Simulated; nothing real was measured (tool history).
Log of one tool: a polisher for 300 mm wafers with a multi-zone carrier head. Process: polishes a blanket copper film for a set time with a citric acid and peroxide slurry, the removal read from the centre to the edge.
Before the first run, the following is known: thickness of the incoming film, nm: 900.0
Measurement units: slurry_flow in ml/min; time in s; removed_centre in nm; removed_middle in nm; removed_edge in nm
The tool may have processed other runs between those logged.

| run | hour | slurry_flow | centre_zone | middle_zone | edge_zone | slurry_solids | time | removed_centre | removed_middle | removed_edge |
|---|---|---|---|---|---|---|---|---|---|---|
| 1 | 0.0 | 310 | 1.00 | 1.00 | 1.00 | 1.00 | 55 | 106.460 | 107.150 | 105.840 |
| 2 | 7.9 | 345 | 1.00 | 1.00 | 1.00 | 1.00 | 55 | 105.670 | 109.890 | 106.810 |
| 3 | 12.6 | 345 | 0.94 | 1.00 | 1.00 | 1.00 | 55 | 99.299 | 107.720 | 106.260 |
| 4 | 16.2 | 345 | 0.94 | 0.93 | 1.00 | 1.00 | 55 | 98.931 | 101.560 | 106.170 |
| 5 | 21.0 | 340 | 0.94 | 0.92 | 0.98 | 0.95 | 52 | 93.039 | 96.650 | 97.526 |
| 6 | 28.5 | 335 | 0.94 | 0.90 | 0.98 | 0.90 | 49 | 87.824 | 85.303 | 91.410 |

For run 7, what comes out?
| 7 | 29.2 | 335 | 0.93 | 0.90 | 0.96 | 0.85 | 47 | ? | ? | ? |

Logged for run 7: removed_centre 83.424 nm, removed_middle 80.697 nm, removed_edge 85.460 nm.
